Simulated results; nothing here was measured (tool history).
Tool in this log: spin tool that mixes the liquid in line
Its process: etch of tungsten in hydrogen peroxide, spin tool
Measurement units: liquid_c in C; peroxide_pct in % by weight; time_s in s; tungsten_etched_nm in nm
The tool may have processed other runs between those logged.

run,hour,liquid_c,peroxide_pct,time_s,tungsten_etched_nm
1,0.0,53.0,22.0,50,208.46
2,3.6,53.0,24.5,50,217.87
3,4.7,54.5,24.5,50,236.02
4,10.5,56.0,24.5,50,258.43
5,14.9,57.0,24.5,50,276.87
6,20.3,58.0,24.5,50,290.14
7,24.0,59.0,24.5,50,309.80

Run 8 has not been measured yet. What should we expect?
8,31.2,59.5,24.5,50,?

{"run 8": {"tungsten_etched_nm": 316.2}}

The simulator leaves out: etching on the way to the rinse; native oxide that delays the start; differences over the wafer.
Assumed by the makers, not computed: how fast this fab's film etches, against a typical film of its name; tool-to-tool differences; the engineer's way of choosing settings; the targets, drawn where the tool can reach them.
